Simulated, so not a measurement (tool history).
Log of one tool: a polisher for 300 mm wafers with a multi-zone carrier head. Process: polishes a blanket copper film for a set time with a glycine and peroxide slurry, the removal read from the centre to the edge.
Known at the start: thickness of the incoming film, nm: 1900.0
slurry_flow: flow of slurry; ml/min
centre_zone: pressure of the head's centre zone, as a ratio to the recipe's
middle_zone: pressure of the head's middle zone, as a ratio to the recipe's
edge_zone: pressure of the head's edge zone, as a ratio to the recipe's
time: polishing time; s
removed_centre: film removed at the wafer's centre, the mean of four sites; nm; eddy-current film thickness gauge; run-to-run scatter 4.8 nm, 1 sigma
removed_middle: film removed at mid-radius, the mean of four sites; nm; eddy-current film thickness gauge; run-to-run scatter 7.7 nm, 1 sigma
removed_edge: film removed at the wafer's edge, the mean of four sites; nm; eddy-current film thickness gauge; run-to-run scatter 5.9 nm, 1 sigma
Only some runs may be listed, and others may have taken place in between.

| run | hour | slurry_flow | centre_zone | middle_zone | edge_zone | time | removed_centre | removed_middle | removed_edge |
|---|---|---|---|---|---|---|---|---|---|
| 1 | 0 | 235 | 1 | 1 | 1 | 76 | 589.1 | 532.05 | 551.87 |
| 2 | 3.4 | 235 | 1 | 0.96 | 1 | 76 | 591.94 | 523.32 | 551.37 |
| 3 | 9.9 | 235 | 1 | 0.96 | 0.93 | 76 | 588.72 | 527.93 | 538.28 |
| 4 | 15.8 | 235 | 0.95 | 0.96 | 0.93 | 76 | 559.91 | 526.56 | 536.54 |
| 5 | 18.4 | 235 | 0.95 | 0.96 | 0.93 | 85 | 625.02 | 581.55 | 606.91 |
| 6 | 20.6 | 235 | 0.99 | 0.96 | 0.93 | 85 | 656.69 | 579.7 | 604.17 |

Run 7 has not been measured yet. What should we expect?
|  | 21.3 | centre zone pressure recalibrated |
| 7 | 21.3 | 295 | 0.99 | 0.89 | 1.03 | 89 | ? | ? | ? |

removed_centre: 631.27 nm
removed_middle: 582.65 nm
removed_edge: 676.9 nm
